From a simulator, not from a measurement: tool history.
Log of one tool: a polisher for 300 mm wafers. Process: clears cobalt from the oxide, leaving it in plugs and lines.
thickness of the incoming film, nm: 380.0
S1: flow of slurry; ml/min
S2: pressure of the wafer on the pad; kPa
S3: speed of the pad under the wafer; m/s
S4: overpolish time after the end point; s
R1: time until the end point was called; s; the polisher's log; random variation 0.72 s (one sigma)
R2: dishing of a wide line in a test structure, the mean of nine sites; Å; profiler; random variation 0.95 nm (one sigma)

run 1 hour=0.0 | S1=315 S2=12.4 S3=0.80 S4=29 | R1=99.367 R2=615.38
run 2 hour=6.9 | S1=315 S2=13.1 S3=0.80 S4=26 | R1=95.297 R2=586.61
run 3 hour=14.3 | S1=390 S2=13.1 S3=0.80 S4=26 | R1=92.189 R2=608.89
run 4 hour=18.6 | S1=365 S2=13.8 S3=0.80 S4=24 | R1=90.110 R2=573.89
run 5 hour=22.3 | S1=365 S2=14.5 S3=0.80 S4=22 | R1=86.893 R2=599.21
run 6 hour=24.6 | S1=345 S2=14.5 S3=0.86 S4=20 | R1=79.462 R2=558.18
run 7 hour=27.1 | S1=335 S2=15.2 S3=0.86 S4=19 | R1=76.932 R2=561.00
run 8 hour=31.5 | S1=425 S2=16.5 S3=0.92 S4=9 | R1=65.443 R2=392.79

Run 9 comes next. What will it give?
run 9 hour=37.1 | S1=420 S2=16.5 S3=0.92 S4=10 | R1=? R2=?

{"run 9": {"R1": 66.526, "R2": 438.16}}
